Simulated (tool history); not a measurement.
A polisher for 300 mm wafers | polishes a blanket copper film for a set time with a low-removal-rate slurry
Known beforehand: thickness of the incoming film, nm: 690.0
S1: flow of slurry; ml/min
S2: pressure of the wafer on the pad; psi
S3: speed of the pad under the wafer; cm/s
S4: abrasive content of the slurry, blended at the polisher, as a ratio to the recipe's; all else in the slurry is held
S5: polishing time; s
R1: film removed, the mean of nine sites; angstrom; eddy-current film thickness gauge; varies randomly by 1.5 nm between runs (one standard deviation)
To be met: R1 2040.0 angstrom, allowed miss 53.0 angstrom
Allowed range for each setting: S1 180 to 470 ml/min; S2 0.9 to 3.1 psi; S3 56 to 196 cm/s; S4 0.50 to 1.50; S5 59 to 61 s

run,hour,S1,S2,S3,S4,S5,R1
1,0.0,300,2.0,126,1.00,59,1270.2
2,2.7,300,2.2,126,1.00,59,1408.1
3,6.5,300,2.2,126,1.00,59,1394.3
4,7.3,300,2.2,126,1.00,59,1387.1
5,8.2,300,2.3,126,1.00,59,1451.2
6,12.9,300,2.3,126,1.00,59,1451.4
7,17.4,300,2.3,126,1.00,59,1458.9
8,23.3,300,2.4,126,1.00,59,1504.0
9,29.2,300,2.5,126,1.00,59,1568.7
10,30.5,300,2.6,126,1.00,59,1600.3
11,35.9,300,2.7,128,1.00,59,1711.6
12,37.1,310,3.1,128,1.00,59,1896.8

Pick the move, out of 5, that brings all results within their allowed miss; only one does.
A,38.3,465,2.8,140,1.00,61,?
B,38.3,305,3.1,134,0.75,59,?
C,38.3,390,3.1,124,0.85,61,?
D,38.3,250,3.1,126,1.00,61,?
E,38.3,275,3.1,116,1.00,59,?

move,R1
A,2038.4
B,1901.3
C,1902.8
D,1906.7
E,1721.3
A: all results land within tolerance of their targets
B: no better and no worse than the last run
C: no better and no worse than the last run
D: an improvement on the last run, though not all results are within tolerance
E: further off than the last run
A meets every target.
